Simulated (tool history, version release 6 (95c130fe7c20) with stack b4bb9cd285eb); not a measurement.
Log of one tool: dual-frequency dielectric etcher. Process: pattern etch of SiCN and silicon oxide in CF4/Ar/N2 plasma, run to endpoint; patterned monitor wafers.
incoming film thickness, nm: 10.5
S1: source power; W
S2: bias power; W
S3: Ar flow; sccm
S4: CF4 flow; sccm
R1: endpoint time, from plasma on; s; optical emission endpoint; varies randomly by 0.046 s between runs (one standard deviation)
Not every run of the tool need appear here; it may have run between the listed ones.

run,hour,S1,S2,S3,S4,R1
1,0,520,72,114,65,10.723
2,9,520,72,114,76,10.482
3,12.6,520,83,114,76,10.158
4,13.5,540,83,114,76,9.5808
5,15.8,550,83,114,76,9.4396
6,20.3,550,75,114,76,9.7114

Run 7 comes next. What will it give?
7,27.1,570,75,114,76,?

R1: 9.3717 s
